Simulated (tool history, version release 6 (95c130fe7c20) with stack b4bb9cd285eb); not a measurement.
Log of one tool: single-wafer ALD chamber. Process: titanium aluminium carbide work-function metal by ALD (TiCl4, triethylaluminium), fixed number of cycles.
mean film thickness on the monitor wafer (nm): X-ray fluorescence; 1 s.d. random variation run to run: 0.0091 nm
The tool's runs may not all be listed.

| run | hour | heater temperature setpoint (K) | triethylaluminium pulse time (s) | mean film thickness on the monitor wafer (nm) |
|---|---|---|---|---|
| 1 | 0.0 | 563.15 | 13.85 | 2.0832 |
| 2 | 1.6 | 560.15 | 13.52 | 2.0446 |
| 3 | 2.7 | 565.15 | 13.52 | 2.0991 |
| 4 | 11.1 | 569.15 | 13.52 | 2.1152 |
| 5 | 13.7 | 564.15 | 12.72 | 2.0603 |
| 6 | 16.6 | 561.15 | 12.39 | 2.0355 |
|  | 25.0 | triethylaluminium bottle replaced |
| 7 | 25.0 | 559.15 | 12.14 | 2.0717 |

The next listed run, before its measurement:
| 8 | 32.7 | 553.15 | 13.38 | ? |

{"run 8": {"mean film thickness on the monitor wafer (nm)": 2.0358}}

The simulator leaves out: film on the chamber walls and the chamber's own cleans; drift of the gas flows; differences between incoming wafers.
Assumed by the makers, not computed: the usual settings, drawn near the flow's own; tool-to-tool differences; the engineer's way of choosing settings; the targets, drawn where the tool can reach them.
